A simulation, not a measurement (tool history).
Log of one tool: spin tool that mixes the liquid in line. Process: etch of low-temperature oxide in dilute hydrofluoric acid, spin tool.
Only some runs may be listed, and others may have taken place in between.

run	hour	temperature setpoint of the liquid (°C)	parts of water to one part of 49 % hydrofluoric acid (parts by volume)	time under the liquid (s)	thickness taken off the low-temperature oxide on a monitor wafer (angstrom)
1	0	23	270	40	26.172
2	2.8	23.5	270	40	26.921
3	5.8	23.5	220	40	34.403
4	6.5	22	220	40	32.454
5	7.1	22	220	40	32.544
6	11.9	22	280	40	24.08
7	14.7	23.5	280	40	25.46
8	23.2	24.5	280	40	26.458
9	26.7	25	280	40	26.982

Predict the results of run 10:
10	30.6	25.5	280	40	?

thickness taken off the low-temperature oxide on a monitor wafer (angstrom): 27.48
